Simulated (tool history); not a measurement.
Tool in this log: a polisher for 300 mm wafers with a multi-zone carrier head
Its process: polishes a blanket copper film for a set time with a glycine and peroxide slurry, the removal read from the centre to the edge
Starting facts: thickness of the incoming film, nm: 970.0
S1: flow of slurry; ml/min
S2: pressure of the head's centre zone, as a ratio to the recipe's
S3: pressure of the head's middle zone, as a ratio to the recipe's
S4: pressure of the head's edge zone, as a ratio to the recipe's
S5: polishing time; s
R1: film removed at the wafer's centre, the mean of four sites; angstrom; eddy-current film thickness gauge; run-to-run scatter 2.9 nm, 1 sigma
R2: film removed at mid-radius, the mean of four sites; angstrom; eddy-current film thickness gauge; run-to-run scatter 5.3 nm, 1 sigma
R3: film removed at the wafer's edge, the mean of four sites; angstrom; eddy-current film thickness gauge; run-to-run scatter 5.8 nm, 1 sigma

run  hour   S1    S2    S3    S4  S5      R1      R2      R3
  1   0.0  145  1.00  1.00  1.00  56  2657.4  2770.2  2798.1
  2   4.7  175  1.00  1.00  1.00  56  2801.1  2921.6  2805.6
  3   7.2  175  1.08  1.00  1.00  56  3069.2  2891.8  2890.5
  4   9.7  195  1.08  1.00  1.00  56  3203.3  2957.6  2921.1
  5  12.0  195  1.08  1.00  1.00  64  3619.6  3368.1  3377.2
  6  20.2  195  1.06  1.05  1.03  67  3713.8  3669.9  3564.4
  7  24.8  195  1.04  1.08  1.05  70  3840.9  3954.0  3647.4
  8  27.2  195  0.94  1.06  1.12  82  4028.6  4545.7  4489.5
  9  35.9  195  0.94  1.07  1.11  81  4004.1  4466.6  4513.4

The next listed run, before its measurement:
 10  44.6  205  0.94  1.17  1.01  76   ?   ?   ?

R1: 3833.2 angstrom
R2: 4501.6 angstrom
R3: 4146.6 angstrom
